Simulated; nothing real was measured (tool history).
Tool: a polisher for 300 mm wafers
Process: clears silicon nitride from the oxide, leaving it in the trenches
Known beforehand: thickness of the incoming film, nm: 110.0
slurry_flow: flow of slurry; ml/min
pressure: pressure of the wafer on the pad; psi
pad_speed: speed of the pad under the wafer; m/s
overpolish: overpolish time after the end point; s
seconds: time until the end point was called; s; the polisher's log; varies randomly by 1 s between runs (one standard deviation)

run 1 hour=0.0 | slurry_flow=210 pressure=2.6 pad_speed=1.00 overpolish=13 | seconds=162.48
run 2 hour=7.6 | slurry_flow=210 pressure=2.6 pad_speed=1.18 overpolish=13 | seconds=139.25
run 3 hour=8.7 | slurry_flow=215 pressure=2.7 pad_speed=1.18 overpolish=13 | seconds=133.13
run 4 hour=16.7 | slurry_flow=215 pressure=2.7 pad_speed=1.18 overpolish=10 | seconds=132.47
run 5 hour=17.9 | slurry_flow=180 pressure=2.7 pad_speed=1.18 overpolish=10 | seconds=136.65
run 6 hour=18.8 | slurry_flow=220 pressure=2.7 pad_speed=1.18 overpolish=10 | seconds=132.86
run 7 hour=24.2 | slurry_flow=225 pressure=2.8 pad_speed=1.18 overpolish=10 | seconds=127.29
run 8 hour=29.2 | slurry_flow=230 pressure=2.9 pad_speed=1.18 overpolish=10 | seconds=126.09

The next listed run, before its measurement:
run 9 hour=38.3 | slurry_flow=230 pressure=3.0 pad_speed=1.18 overpolish=10 | seconds=?

Logged for run 9: seconds 121.08 s.
